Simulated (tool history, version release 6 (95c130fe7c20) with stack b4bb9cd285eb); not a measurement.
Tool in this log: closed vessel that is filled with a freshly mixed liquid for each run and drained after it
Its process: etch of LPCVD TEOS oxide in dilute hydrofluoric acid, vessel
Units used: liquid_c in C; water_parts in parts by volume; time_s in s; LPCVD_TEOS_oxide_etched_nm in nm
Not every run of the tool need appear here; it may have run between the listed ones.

run  hour  liquid_c  water_parts  time_s  LPCVD_TEOS_oxide_etched_nm
  1   0.0      25.0          225     115                      13.374
  2   7.9      23.0          225     115                      12.625
  3  11.7      21.5          225     115                      11.839
  4  20.0      21.5          225     125                      12.792
  5  26.7      19.5          225     125                      11.916
  6  32.6      19.0          225     125                      11.666
  7  40.2      18.5          225     125                      11.532

Run 8 has not been measured yet. What should we expect?
  8  48.5      18.0          225     125                           ?

LPCVD_TEOS_oxide_etched_nm: 11.378 nm

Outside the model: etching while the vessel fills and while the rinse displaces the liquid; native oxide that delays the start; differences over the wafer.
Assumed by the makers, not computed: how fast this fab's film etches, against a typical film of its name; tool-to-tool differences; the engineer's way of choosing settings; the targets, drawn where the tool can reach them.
